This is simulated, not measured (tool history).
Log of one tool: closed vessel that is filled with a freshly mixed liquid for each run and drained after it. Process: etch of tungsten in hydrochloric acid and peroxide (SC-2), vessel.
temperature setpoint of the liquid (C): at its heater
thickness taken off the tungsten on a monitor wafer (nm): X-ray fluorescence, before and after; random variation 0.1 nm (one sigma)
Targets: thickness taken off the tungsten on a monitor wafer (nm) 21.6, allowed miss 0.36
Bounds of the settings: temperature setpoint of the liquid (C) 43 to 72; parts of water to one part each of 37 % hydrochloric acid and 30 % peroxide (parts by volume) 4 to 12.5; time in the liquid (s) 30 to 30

run  hour  temperature setpoint of the liquid (C)  parts of water to one part each of 37 % hydrochloric acid and 30 % peroxide (parts by volume)  time in the liquid (s)  thickness taken off the tungsten on a monitor wafer (nm)
  1     0                                      59                                                                                              7                      30                                                    13.516
  2   7.3                                      59                                                                                              7                      30                                                    13.381
  3  12.4                                    61.5                                                                                              7                      30                                                     15.65
  4  20.2                                    61.5                                                                                              7                      30                                                    15.665
  5  22.7                                      63                                                                                              7                      30                                                    17.232
  6  29.4                                      64                                                                                              7                      30                                                    18.306
  7  32.3                                      65                                                                                              7                      30                                                    19.526
  8  36.1                                    65.5                                                                                              7                      30                                                    20.165
  9    44                                      66                                                                                              7                      30                                                     20.87

Which of these 5 next moves meets every target?
  A  51.9                                      61                                                                                            4.5                      30                                                         ?
  B  51.9                                    68.5                                                                                              8                      30                                                         ?
  C  51.9                                    68.5                                                                                            8.5                      30                                                         ?
  D  51.9                                    64.5                                                                                            5.5                      30                                                         ?
  E  51.9                                    67.5                                                                                              7                      30                                                         ?

move  thickness taken off the tungsten on a monitor wafer (nm)
   A                                                    20.952
   B                                                    21.518
   C                                                    20.493
   D                                                    22.536
   E                                                     22.52
A: nearer than the last run, and not there yet
B: meets every target
C: further off than the last run
D: takes the result that was furthest off past its target
E: takes the result that was furthest off past its target
Answer: B
